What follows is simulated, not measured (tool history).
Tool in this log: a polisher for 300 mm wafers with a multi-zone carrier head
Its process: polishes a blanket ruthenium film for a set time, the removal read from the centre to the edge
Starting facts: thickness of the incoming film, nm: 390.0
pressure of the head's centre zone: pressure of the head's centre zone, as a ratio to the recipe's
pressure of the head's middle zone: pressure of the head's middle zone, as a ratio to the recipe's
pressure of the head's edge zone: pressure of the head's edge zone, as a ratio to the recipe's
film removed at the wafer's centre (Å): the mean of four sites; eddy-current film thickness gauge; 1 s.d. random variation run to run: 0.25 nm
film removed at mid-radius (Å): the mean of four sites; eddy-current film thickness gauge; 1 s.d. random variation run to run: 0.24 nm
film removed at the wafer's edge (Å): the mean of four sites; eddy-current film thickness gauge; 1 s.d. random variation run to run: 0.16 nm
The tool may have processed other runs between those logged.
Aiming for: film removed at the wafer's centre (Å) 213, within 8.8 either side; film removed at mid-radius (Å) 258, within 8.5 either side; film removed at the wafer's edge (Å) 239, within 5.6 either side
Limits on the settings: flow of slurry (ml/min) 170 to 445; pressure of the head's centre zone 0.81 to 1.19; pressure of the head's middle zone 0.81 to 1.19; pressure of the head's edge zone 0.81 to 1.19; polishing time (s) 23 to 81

run,hour,flow of slurry (ml/min),pressure of the head's centre zone,pressure of the head's middle zone,pressure of the head's edge zone,polishing time (s),film removed at the wafer's centre (Å),film removed at mid-radius (Å),film removed at the wafer's edge (Å)
1,0,285,1,1,1,52,401.7,396.11,404.99
2,4.8,285,1,1,1.05,52,405.55,400.79,415.58
3,12,285,0.94,1,1.05,52,381.61,392.05,422.47
4,20.8,285,0.94,1,1.05,42,308.33,320.12,336.92
5,24,280,0.93,1.01,1.02,40,290.05,313.68,315.92
6,26.7,275,0.92,1,1,39,282.1,297.9,304.51
7,35.6,275,0.92,1,1,39,283.48,297.36,306.48
8,43.7,270,0.91,1.01,0.98,38,270.18,288.8,293.32
9,44.3,265,0.9,1.02,0.96,37,253.9,281.36,282.99
10,52.8,250,0.88,1.07,0.86,32,214.75,257.78,233.95

Which single option among these 5 for the next run brings every result within its allowed miss of target? Just one does.
A,61.3,255,0.9,1.05,0.81,32,?,?,?
B,61.3,260,0.87,1.1,0.83,32,?,?,?
C,61.3,300,0.85,1.05,0.83,32,?,?,?
D,61.3,240,0.9,1.1,0.88,31,?,?,?
E,61.3,175,0.85,1.03,0.84,34,?,?,?

move,film removed at the wafer's centre (Å),film removed at mid-radius (Å),film removed at the wafer's edge (Å)
A,221.66,260.15,226.99
B,214.71,271.2,229.58
C,212.59,263.95,231.92
D,213.45,260.71,227.02
E,212.8,261.57,238.07
A: its largest miss is bigger than the last run's
B: its largest miss is bigger than the last run's
C: its largest miss is bigger than the last run's
D: its largest miss is bigger than the last run's
E: every result within its allowed miss
Correct choice: E, which meets every target
